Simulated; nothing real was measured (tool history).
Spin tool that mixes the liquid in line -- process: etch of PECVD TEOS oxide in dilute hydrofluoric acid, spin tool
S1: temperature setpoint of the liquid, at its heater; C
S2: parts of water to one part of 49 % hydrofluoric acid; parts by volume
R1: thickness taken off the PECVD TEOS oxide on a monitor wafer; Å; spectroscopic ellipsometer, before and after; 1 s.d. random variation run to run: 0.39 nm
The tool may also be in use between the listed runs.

run 1 hour=0 | S1=22 S2=70 time_under_the_liquid_(s)=205 | R1=262.44
run 2 hour=8.1 | S1=24 S2=70 time_under_the_liquid_(s)=205 | R1=284.04
run 3 hour=11.8 | S1=25 S2=60 time_under_the_liquid_(s)=205 | R1=350.43
run 4 hour=20.5 | S1=22 S2=60 time_under_the_liquid_(s)=205 | R1=312.33
run 5 hour=28.8 | S1=20 S2=60 time_under_the_liquid_(s)=205 | R1=285.77
run 6 hour=31.4 | S1=20 S2=60 time_under_the_liquid_(s)=205 | R1=287.78
run 7 hour=37.1 | S1=21.5 S2=55 time_under_the_liquid_(s)=205 | R1=333.71
run 8 hour=44.8 | S1=23 S2=50 time_under_the_liquid_(s)=205 | R1=391.54
run 9 hour=52.6 | S1=24 S2=45 time_under_the_liquid_(s)=205 | R1=454.09
run 10 hour=61.3 | S1=25 S2=40 time_under_the_liquid_(s)=205 | R1=537.74
run 11 hour=64.4 | S1=26 S2=40 time_under_the_liquid_(s)=205 | R1=565.97
run 12 hour=68.6 | S1=26.5 S2=40 time_under_the_liquid_(s)=205 | R1=572.9
run 13 hour=74 | S1=27 S2=40 time_under_the_liquid_(s)=205 | R1=587.18
run 14 hour=75.1 | S1=27.5 S2=40 time_under_the_liquid_(s)=205 | R1=596.19
run 15 hour=80.7 | S1=28 S2=40 time_under_the_liquid_(s)=205 | R1=610.07
run 16 hour=83.4 | S1=28.5 S2=40 time_under_the_liquid_(s)=205 | R1=626.06
run 17 hour=87.9 | S1=30 S2=25 time_under_the_liquid_(s)=205 | R1=1083.6
run 18 hour=88.7 | S1=29 S2=25 time_under_the_liquid_(s)=205 | R1=1047.6
run 19 hour=89.6 | S1=28 S2=25 time_under_the_liquid_(s)=205 | R1=1006.8

What will run 20 give?
run 20 hour=95 | S1=27 S2=25 time_under_the_liquid_(s)=205 | R1=?

R1: 956.54 Å

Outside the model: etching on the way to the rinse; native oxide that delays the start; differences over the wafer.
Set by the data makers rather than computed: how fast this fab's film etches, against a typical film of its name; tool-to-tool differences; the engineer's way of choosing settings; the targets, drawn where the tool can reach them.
